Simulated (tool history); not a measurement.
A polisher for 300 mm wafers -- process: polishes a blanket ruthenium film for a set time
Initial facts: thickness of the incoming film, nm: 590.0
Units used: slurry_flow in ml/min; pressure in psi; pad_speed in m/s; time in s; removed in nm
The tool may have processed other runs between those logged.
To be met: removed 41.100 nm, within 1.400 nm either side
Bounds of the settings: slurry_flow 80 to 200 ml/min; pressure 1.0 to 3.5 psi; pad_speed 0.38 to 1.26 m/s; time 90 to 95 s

run    day  slurry_flow  pressure  pad_speed  time  removed
  1  0.000          130       2.2       0.82    90  105.820
  2  0.288          150       2.2       0.82    90  107.340
  3  0.417          150       2.0       0.78    90   94.598
  4  0.538          150       2.4       0.78    90  114.730
  5  0.646          145       2.2       0.74    90   97.799
  6  0.754          160       2.2       0.74    90   98.808
  7  1.012          160       2.0       0.70    90   84.410
  8  1.167          160       1.9       0.68    90   78.104
  9  1.375          160       1.8       0.66    90   73.008
 10  1.512          125       1.2       0.50    90   36.361
 11  1.671          130       1.2       0.50    90   36.504
 12  1.738          135       1.2       0.50    90   36.446
 13  2.096          140       1.2       0.50    90   36.979
 14  2.312          145       1.2       0.50    90   37.972
 15  2.512          150       1.2       0.50    90   37.923
 16  2.812          155       1.2       0.50    90   37.662
 17  2.992          160       1.4       0.50    90   44.442
 18  3.117          155       1.4       0.50    90   44.073

Below are 4 possible settings for the next run. Only one of them brings all results inside the allowed miss of their targets. Which is it?
  A  3.242          155       1.5       0.50    95        ?
  B  3.242          115       1.6       0.44    90        ?
  C  3.242          155       1.3       0.58    90        ?
  D  3.242          185       1.1       0.72    90        ?

move  removed
   A   49.617
   B   41.747
   C   47.255
   D   51.078
A: moves away from the targets compared with the last run
B: hits every target within its allowed miss
C: moves away from the targets compared with the last run
D: moves away from the targets compared with the last run
Move B is the one to make.

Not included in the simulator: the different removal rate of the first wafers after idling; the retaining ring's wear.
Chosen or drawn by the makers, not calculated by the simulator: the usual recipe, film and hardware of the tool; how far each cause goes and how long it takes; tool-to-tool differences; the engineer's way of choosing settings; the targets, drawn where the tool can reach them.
